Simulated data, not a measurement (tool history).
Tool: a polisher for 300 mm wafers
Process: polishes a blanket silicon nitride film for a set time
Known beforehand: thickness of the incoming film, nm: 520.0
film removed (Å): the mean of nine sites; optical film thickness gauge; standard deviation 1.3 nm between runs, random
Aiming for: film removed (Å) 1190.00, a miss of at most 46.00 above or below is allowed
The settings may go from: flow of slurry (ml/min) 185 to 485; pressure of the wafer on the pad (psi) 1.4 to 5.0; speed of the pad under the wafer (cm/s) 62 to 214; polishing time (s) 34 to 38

| run | hour | flow of slurry (ml/min) | pressure of the wafer on the pad (psi) | speed of the pad under the wafer (cm/s) | polishing time (s) | film removed (Å) |
|---|---|---|---|---|---|---|
| 1 | 0.0 | 310 | 3.2 | 138 | 38 | 908.41 |
| 2 | 0.9 | 350 | 3.2 | 138 | 38 | 905.17 |
| 3 | 2.1 | 350 | 3.2 | 114 | 38 | 809.09 |
| 4 | 9.0 | 350 | 3.2 | 114 | 34 | 726.11 |
| 5 | 15.0 | 350 | 3.2 | 114 | 38 | 809.75 |
| 6 | 19.4 | 350 | 3.4 | 114 | 38 | 850.36 |
| 7 | 22.6 | 350 | 3.6 | 114 | 38 | 911.61 |
| 8 | 27.1 | 350 | 3.8 | 114 | 38 | 966.44 |
| 9 | 31.7 | 350 | 3.9 | 114 | 38 | 961.24 |
| 10 | 33.3 | 350 | 4.1 | 114 | 38 | 1005.90 |

Consider the 4 candidate settings below. Which is the only one whose results all fall within their allowed miss of target?
| A | 34.9 | 335 | 4.2 | 116 | 35 | ? |
| B | 34.9 | 375 | 4.6 | 94 | 35 | ? |
| C | 34.9 | 335 | 5.0 | 130 | 34 | ? |
| D | 34.9 | 335 | 4.2 | 120 | 38 | ? |

| move | film removed (Å) |
|---|---|
| A | 971.53 |
| B | 931.65 |
| C | 1193.00 |
| D | 1078.40 |
A: misses by more than the last run did
B: misses by more than the last run did
C: in spec on every target
D: better than the last run, though not everything is in spec
The move that meets every target is C.
